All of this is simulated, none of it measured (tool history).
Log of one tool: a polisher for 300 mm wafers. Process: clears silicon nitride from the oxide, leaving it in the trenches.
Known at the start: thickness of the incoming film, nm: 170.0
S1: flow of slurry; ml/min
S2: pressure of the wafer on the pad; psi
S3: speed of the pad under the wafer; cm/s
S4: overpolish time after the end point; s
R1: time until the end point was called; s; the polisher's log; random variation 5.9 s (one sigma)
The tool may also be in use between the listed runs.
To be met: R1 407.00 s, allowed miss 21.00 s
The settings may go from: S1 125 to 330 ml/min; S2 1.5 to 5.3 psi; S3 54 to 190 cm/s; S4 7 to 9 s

{"run": 1, "hour": 0.0, "S1": 210, "S2": 3.4, "S3": 122, "S4": 9, "R1": 154.65}
{"run": 2, "hour": 8.3, "S1": 210, "S2": 3.4, "S3": 122, "S4": 9, "R1": 151.5}
{"run": 3, "hour": 12.1, "S1": 205, "S2": 3.0, "S3": 112, "S4": 9, "R1": 184.01}
{"run": 4, "hour": 14.8, "S1": 205, "S2": 3.0, "S3": 112, "S4": 9, "R1": 188.81}
{"run": 5, "hour": 21.4, "S1": 205, "S2": 3.5, "S3": 112, "S4": 9, "R1": 166.83}
{"run": 6, "hour": 23.6, "S1": 205, "S2": 3.5, "S3": 132, "S4": 9, "R1": 138.67}
{"run": 7, "hour": 24.3, "S1": 190, "S2": 2.5, "S3": 98, "S4": 9, "R1": 253.56}
{"run": 8, "hour": 32.0, "S1": 185, "S2": 2.3, "S3": 94, "S4": 9, "R1": 288.5}
{"hour": 39.9, "done": "slurry nozzle cleaned"}
{"run": 9, "hour": 39.9, "S1": 180, "S2": 2.1, "S3": 92, "S4": 9, "R1": 302.93}
{"run": 10, "hour": 42.9, "S1": 180, "S2": 2.0, "S3": 90, "S4": 9, "R1": 344.75}
{"run": 11, "hour": 50.7, "S1": 180, "S2": 1.9, "S3": 90, "S4": 9, "R1": 362.31}
{"run": 12, "hour": 54.5, "S1": 180, "S2": 1.8, "S3": 90, "S4": 9, "R1": 365.63}

Which of these 4 next moves meets every target?
{"run": "A", "hour": 58.3, "S1": 130, "S2": 1.5, "S3": 88, "S4": 8, "R1": "?"}
{"run": "B", "hour": 58.3, "S1": 165, "S2": 1.6, "S3": 78, "S4": 9, "R1": "?"}
{"run": "C", "hour": 58.3, "S1": 200, "S2": 1.5, "S3": 84, "S4": 8, "R1": "?"}
{"run": "D", "hour": 58.3, "S1": 160, "S2": 1.9, "S3": 80, "S4": 8, "R1": "?"}

move=A R1=462.33
move=B R1=470.52
move=C R1=453.91
move=D R1=392.31
A: takes the result that was furthest off past its target
B: takes the result that was furthest off past its target
C: takes the result that was furthest off past its target
D: meets every target
Move D is the one to make.

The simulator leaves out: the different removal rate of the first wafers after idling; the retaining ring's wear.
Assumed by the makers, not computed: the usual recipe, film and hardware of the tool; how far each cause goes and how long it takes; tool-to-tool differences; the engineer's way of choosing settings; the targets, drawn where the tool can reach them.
